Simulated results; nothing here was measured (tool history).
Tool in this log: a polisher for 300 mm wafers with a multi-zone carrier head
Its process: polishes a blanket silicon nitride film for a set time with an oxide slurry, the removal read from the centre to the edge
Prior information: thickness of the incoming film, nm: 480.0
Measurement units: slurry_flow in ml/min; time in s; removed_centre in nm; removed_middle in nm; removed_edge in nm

run 1 hour=0 | slurry_flow=220 centre_zone=1 middle_zone=1 edge_zone=1 slurry_solids=1 time=78 | removed_centre=51.211 removed_middle=51.553 removed_edge=51.027
run 2 hour=3.1 | slurry_flow=220 centre_zone=1 middle_zone=1 edge_zone=1.08 slurry_solids=1 time=78 | removed_centre=50.969 removed_middle=50.386 removed_edge=52.952
run 3 hour=6.2 | slurry_flow=220 centre_zone=1 middle_zone=1 edge_zone=1.15 slurry_solids=1 time=78 | removed_centre=50.837 removed_middle=50.877 removed_edge=54.048
run 4 hour=9.1 | slurry_flow=195 centre_zone=1 middle_zone=1 edge_zone=1.15 slurry_solids=1 time=78 | removed_centre=50.186 removed_middle=49.572 removed_edge=54.082
run 5 hour=10.1 | slurry_flow=210 centre_zone=1.01 middle_zone=1.02 edge_zone=1.13 slurry_solids=0.95 time=76 | removed_centre=48.916 removed_middle=49.749 removed_edge=52.046
run 6 hour=15.2 | slurry_flow=210 centre_zone=1.01 middle_zone=1.02 edge_zone=1.13 slurry_solids=0.95 time=67 | removed_centre=42.496 removed_middle=44.238 removed_edge=45.358
-- hour=21.4 slurry nozzle cleaned
run 7 hour=21.4 | slurry_flow=220 centre_zone=1.03 middle_zone=1.03 edge_zone=1.1 slurry_solids=0.9 time=66 | removed_centre=43.159 removed_middle=43.743 removed_edge=43.259
run 8 hour=24.2 | slurry_flow=225 centre_zone=1.03 middle_zone=1.04 edge_zone=1.08 slurry_solids=0.85 time=66 | removed_centre=42.849 removed_middle=43.094 removed_edge=42.682
run 9 hour=31.9 | slurry_flow=230 centre_zone=1.03 middle_zone=1.05 edge_zone=1.06 slurry_solids=0.8 time=65 | removed_centre=40.388 removed_middle=41.168 removed_edge=39.73
run 10 hour=38.2 | slurry_flow=235 centre_zone=1.03 middle_zone=1.06 edge_zone=1.04 slurry_solids=0.8 time=65 | removed_centre=41.105 removed_middle=42.333 removed_edge=39.74
run 11 hour=44.5 | slurry_flow=235 centre_zone=1.03 middle_zone=1.07 edge_zone=1.02 slurry_solids=0.75 time=65 | removed_centre=39.675 removed_middle=40.502 removed_edge=38.265

What will run 12 give?
run 12 hour=48.6 | slurry_flow=235 centre_zone=1.03 middle_zone=1.08 edge_zone=1 slurry_solids=0.75 time=65 | removed_centre=? removed_middle=? removed_edge=?

removed_centre: 39.241 nm
removed_middle: 41.592 nm
removed_edge: 37.99 nm
